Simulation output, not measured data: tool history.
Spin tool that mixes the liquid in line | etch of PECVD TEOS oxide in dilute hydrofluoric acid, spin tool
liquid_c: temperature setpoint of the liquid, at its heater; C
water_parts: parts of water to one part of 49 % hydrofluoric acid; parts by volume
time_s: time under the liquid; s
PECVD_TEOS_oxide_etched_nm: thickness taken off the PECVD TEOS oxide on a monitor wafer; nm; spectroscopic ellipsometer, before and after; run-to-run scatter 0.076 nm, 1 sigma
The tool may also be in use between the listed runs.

run  hour  liquid_c  water_parts  time_s  PECVD_TEOS_oxide_etched_nm
  1     0        21           60      40                      6.9148
  2   2.8        22           60      40                      7.2896
  3   8.9        22           75      40                      5.6954
  4  13.1        22           75      40                      5.7115
  5  14.4      18.5           75      40                      4.8557
  6  21.2      18.5           75      30                      3.6365
  7    22        21           75      30                      4.0659

What does the tool deliver on the next run?
  8  25.4        23           70      30                           ?

For run 8 the tool returned PECVD_TEOS_oxide_etched_nm 4.8051 nm.

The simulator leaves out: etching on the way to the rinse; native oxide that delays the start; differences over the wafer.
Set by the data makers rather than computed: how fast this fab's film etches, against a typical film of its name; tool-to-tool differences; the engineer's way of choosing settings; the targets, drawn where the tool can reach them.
